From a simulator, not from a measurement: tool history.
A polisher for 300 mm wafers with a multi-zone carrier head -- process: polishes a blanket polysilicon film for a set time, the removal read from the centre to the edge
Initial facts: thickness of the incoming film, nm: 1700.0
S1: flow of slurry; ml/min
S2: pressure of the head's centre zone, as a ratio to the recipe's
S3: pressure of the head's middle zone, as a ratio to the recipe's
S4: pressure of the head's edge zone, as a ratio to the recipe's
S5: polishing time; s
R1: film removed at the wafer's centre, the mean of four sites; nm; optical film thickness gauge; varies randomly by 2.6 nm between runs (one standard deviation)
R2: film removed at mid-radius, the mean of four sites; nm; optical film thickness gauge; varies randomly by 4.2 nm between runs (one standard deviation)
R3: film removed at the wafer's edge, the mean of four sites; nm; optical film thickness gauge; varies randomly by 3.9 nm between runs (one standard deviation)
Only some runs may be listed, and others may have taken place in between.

run,hour,S1,S2,S3,S4,S5,R1,R2,R3
1,0,180,1,1,1,65,463.11,504.71,512.09
2,4.8,175,1.01,0.97,0.97,63,449.45,479.14,487.08
3,10.1,175,0.96,0.97,0.97,63,429.14,475.44,477.02
4,11.9,175,1.02,0.97,0.97,63,455.57,486.79,469.29
5,15.7,175,1.02,0.97,0.97,69,492.24,523.49,530.63
6,21.1,145,1.02,0.97,0.97,69,476.77,515.24,507.84
7,29.6,150,1.03,0.94,0.97,66,464.06,476.86,496.08
8,37.5,145,1.04,0.91,0.95,64,452.28,447.57,467.48
9,41.7,140,1.04,0.89,0.93,63,440.56,422.17,451.04

Predict the results of run 10:
10,42.6,135,1.04,0.88,0.91,63,?,?,?

R1: 432.91 nm
R2: 416 nm
R3: 442.38 nm
